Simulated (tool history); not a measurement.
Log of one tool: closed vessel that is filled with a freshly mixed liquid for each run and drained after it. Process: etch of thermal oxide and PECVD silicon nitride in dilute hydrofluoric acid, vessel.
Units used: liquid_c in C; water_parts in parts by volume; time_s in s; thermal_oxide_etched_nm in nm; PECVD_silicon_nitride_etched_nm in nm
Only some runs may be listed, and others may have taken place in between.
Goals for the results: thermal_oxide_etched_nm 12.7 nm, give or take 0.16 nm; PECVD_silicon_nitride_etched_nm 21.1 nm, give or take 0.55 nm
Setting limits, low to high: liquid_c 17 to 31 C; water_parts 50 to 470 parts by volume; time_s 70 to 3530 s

run	day	liquid_c	water_parts	time_s	thermal_oxide_etched_nm	PECVD_silicon_nitride_etched_nm
1	0	23	260	1800	25.543	37.012
2	0.296	22.5	305	1840	21.018	31.159
3	0.5	22.5	305	2395	27.226	40.776
4	0.833	22.5	305	1895	21.555	32.058
5	0.938	22.5	340	1935	19.188	29.61
6	1.212	24	340	1935	20.254	32.706
7	1.471	23	370	1990	17.972	28.96
8	1.808	23	370	1990	17.935	28.957
9	2.017	22.5	395	2035	16.49	26.832
10	2.142	21	465	2130	13.235	21.815
11	2.383	21	465	2115	13.058	21.815
12	2.638	21	470	2115	12.944	21.473

5 candidate next runs follow, results not yet known. Just one meets every target within its allowed miss. Identify it.
A	2.892	21.5	455	2035	?	?
B	2.892	23	470	1980	?	?
C	2.892	22	470	2045	?	?
D	2.892	23.5	470	1910	?	?
E	2.892	21.5	455	1950	?	?

move	thermal_oxide_etched_nm	PECVD_silicon_nitride_etched_nm
A	13.303	22.052
B	12.997	22.717
C	12.996	22.12
D	12.74	22.564
E	12.748	21.131
A: misses by more than the last run did
B: misses by more than the last run did
C: misses by more than the last run did
D: puts the biggest miss on target and leaves a different result outside tolerance
E: meets every target
So the answer is move E, the one that meets all the targets.
